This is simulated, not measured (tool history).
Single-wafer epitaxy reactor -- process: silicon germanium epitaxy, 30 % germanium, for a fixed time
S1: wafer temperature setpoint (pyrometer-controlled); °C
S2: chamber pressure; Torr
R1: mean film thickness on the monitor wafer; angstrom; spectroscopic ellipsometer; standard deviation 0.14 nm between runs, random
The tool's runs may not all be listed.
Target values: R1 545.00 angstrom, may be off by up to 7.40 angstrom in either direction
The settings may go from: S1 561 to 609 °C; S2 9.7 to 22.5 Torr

Run 1, hour 0.0: S1 585 °C, S2 16.1 Torr. Result: R1 364.04 angstrom.
Run 2, hour 1.6: S1 585 °C, S2 17.8 Torr. Result: R1 377.15 angstrom.
Run 3, hour 10.5: S1 592 °C, S2 17.8 Torr. Result: R1 438.07 angstrom.
Run 4, hour 12.9: S1 600 °C, S2 17.8 Torr. Result: R1 516.44 angstrom.
Run 5, hour 18.8: S1 607 °C, S2 17.8 Torr. Result: R1 599.70 angstrom.
Run 6, hour 24.3: S1 606 °C, S2 17.8 Torr. Result: R1 586.37 angstrom.
Run 7, hour 30.8: S1 605 °C, S2 17.8 Torr. Result: R1 575.86 angstrom.
Run 8, hour 35.6: S1 604 °C, S2 17.8 Torr. Result: R1 562.85 angstrom.

Pick the move, out of 5, that brings all results within their allowed miss; only one does.
Run A, hour 40.4: S1 605 °C, S2 19.6 Torr. Result: R1 ?.
Run B, hour 40.4: S1 605 °C, S2 18.8 Torr. Result: R1 ?.
Run C, hour 40.4: S1 606 °C, S2 16.0 Torr. Result: R1 ?.
Run D, hour 40.4: S1 605 °C, S2 18.1 Torr. Result: R1 ?.
Run E, hour 40.4: S1 601 °C, S2 19.0 Torr. Result: R1 ?.

move      R1
   A  596.20
   B  587.16
   C  565.33
   D  579.07
   E  542.20
A: the biggest miss grows against the last run
B: the biggest miss grows against the last run
C: the biggest miss grows against the last run
D: the biggest miss grows against the last run
E: all results in spec
The right move is E.
